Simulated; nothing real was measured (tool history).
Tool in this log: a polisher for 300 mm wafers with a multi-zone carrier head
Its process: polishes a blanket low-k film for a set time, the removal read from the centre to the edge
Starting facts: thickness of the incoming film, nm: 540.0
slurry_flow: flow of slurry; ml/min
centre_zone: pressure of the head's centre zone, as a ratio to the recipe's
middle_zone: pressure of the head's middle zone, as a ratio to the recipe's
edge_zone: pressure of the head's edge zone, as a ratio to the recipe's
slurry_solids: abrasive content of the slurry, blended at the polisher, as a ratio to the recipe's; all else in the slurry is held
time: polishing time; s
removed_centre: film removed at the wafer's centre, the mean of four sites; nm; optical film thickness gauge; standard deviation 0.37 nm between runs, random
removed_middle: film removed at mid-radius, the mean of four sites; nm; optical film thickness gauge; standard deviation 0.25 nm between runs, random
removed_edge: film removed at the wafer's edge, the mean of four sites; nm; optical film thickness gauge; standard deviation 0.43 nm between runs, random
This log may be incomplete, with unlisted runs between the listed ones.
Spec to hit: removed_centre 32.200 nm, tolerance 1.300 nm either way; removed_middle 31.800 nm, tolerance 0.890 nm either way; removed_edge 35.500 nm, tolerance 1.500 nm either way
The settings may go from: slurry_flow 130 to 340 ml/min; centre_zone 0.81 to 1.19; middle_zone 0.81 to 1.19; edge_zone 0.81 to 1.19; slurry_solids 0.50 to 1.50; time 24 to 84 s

run 1 hour=0.0 | slurry_flow=220 centre_zone=1.00 middle_zone=1.00 edge_zone=1.00 slurry_solids=1.00 time=54 | removed_centre=22.973 removed_middle=23.338 removed_edge=23.739
run 2 hour=1.1 | slurry_flow=220 centre_zone=1.00 middle_zone=1.03 edge_zone=1.00 slurry_solids=1.00 time=54 | removed_centre=23.361 removed_middle=23.724 removed_edge=23.817
run 3 hour=3.5 | slurry_flow=220 centre_zone=1.00 middle_zone=1.07 edge_zone=1.00 slurry_solids=1.00 time=54 | removed_centre=23.357 removed_middle=24.754 removed_edge=23.610
run 4 hour=8.3 | slurry_flow=220 centre_zone=1.00 middle_zone=1.13 edge_zone=1.00 slurry_solids=1.00 time=54 | removed_centre=22.854 removed_middle=25.387 removed_edge=22.988
run 5 hour=13.2 | slurry_flow=225 centre_zone=1.00 middle_zone=1.09 edge_zone=1.05 slurry_solids=1.15 time=55 | removed_centre=24.870 removed_middle=26.871 removed_edge=26.197
run 6 hour=16.5 | slurry_flow=225 centre_zone=0.93 middle_zone=1.09 edge_zone=1.05 slurry_solids=1.15 time=55 | removed_centre=23.722 removed_middle=26.768 removed_edge=26.473
run 7 hour=24.5 | slurry_flow=235 centre_zone=0.96 middle_zone=1.07 edge_zone=1.08 slurry_solids=1.25 time=56 | removed_centre=26.097 removed_middle=28.391 removed_edge=28.336
run 8 hour=31.6 | slurry_flow=235 centre_zone=0.97 middle_zone=1.04 edge_zone=1.10 slurry_solids=1.30 time=57 | removed_centre=27.565 removed_middle=28.586 removed_edge=29.059
run 9 hour=36.1 | slurry_flow=240 centre_zone=0.96 middle_zone=1.02 edge_zone=1.13 slurry_solids=1.35 time=58 | removed_centre=27.254 removed_middle=29.235 removed_edge=30.825
run 10 hour=40.3 | slurry_flow=245 centre_zone=0.98 middle_zone=1.00 edge_zone=1.14 slurry_solids=1.40 time=59 | removed_centre=29.201 removed_middle=29.070 removed_edge=32.234
-- hour=49.0 edge zone pressure recalibrated
run 11 hour=49.0 | slurry_flow=250 centre_zone=0.99 middle_zone=1.01 edge_zone=1.15 slurry_solids=1.45 time=59 | removed_centre=30.497 removed_middle=29.890 removed_edge=31.820
run 12 hour=53.2 | slurry_flow=250 centre_zone=0.99 middle_zone=1.01 edge_zone=1.15 slurry_solids=1.45 time=59 | removed_centre=29.414 removed_middle=30.426 removed_edge=31.503
run 13 hour=59.3 | slurry_flow=250 centre_zone=0.99 middle_zone=1.01 edge_zone=1.15 slurry_solids=1.45 time=59 | removed_centre=29.611 removed_middle=30.034 removed_edge=31.122
run 14 hour=66.4 | slurry_flow=245 centre_zone=0.99 middle_zone=1.00 edge_zone=1.16 slurry_solids=1.45 time=60 | removed_centre=30.348 removed_middle=30.581 removed_edge=32.676
run 15 hour=73.7 | slurry_flow=245 centre_zone=0.99 middle_zone=0.99 edge_zone=1.16 slurry_solids=1.45 time=61 | removed_centre=30.556 removed_middle=30.314 removed_edge=32.776
run 16 hour=76.2 | slurry_flow=250 centre_zone=0.99 middle_zone=0.98 edge_zone=1.17 slurry_solids=1.45 time=62 | removed_centre=31.461 removed_middle=30.433 removed_edge=33.326

Exercise: of the 5 proposed moves below, exactly one satisfies all targets within the stated allowed misses. Which move is it?
run A hour=78.7 | slurry_flow=290 centre_zone=0.87 middle_zone=0.88 edge_zone=1.19 slurry_solids=1.40 time=64 | removed_centre=? removed_middle=? removed_edge=?
run B hour=78.7 | slurry_flow=335 centre_zone=0.94 middle_zone=0.93 edge_zone=1.16 slurry_solids=1.50 time=64 | removed_centre=? removed_middle=? removed_edge=?
run C hour=78.7 | slurry_flow=310 centre_zone=1.03 middle_zone=1.09 edge_zone=1.13 slurry_solids=1.50 time=59 | removed_centre=? removed_middle=? removed_edge=?
run D hour=78.7 | slurry_flow=325 centre_zone=1.13 middle_zone=0.94 edge_zone=1.15 slurry_solids=1.40 time=57 | removed_centre=? removed_middle=? removed_edge=?
run E hour=78.7 | slurry_flow=260 centre_zone=1.10 middle_zone=1.01 edge_zone=1.11 slurry_solids=1.15 time=64 | removed_centre=? removed_middle=? removed_edge=?

move=A removed_centre=28.638 removed_middle=29.088 removed_edge=34.778
move=B removed_centre=32.226 removed_middle=31.632 removed_edge=35.524
move=C removed_centre=32.367 removed_middle=33.106 removed_edge=32.072
move=D removed_centre=33.596 removed_middle=27.618 removed_edge=30.648
move=E removed_centre=33.176 removed_middle=29.828 removed_edge=30.720
A: misses by more than the last run did
B: all results land within tolerance of their targets
C: pushes the last run's worst result past its target
D: misses by more than the last run did
E: misses by more than the last run did
B meets every target.

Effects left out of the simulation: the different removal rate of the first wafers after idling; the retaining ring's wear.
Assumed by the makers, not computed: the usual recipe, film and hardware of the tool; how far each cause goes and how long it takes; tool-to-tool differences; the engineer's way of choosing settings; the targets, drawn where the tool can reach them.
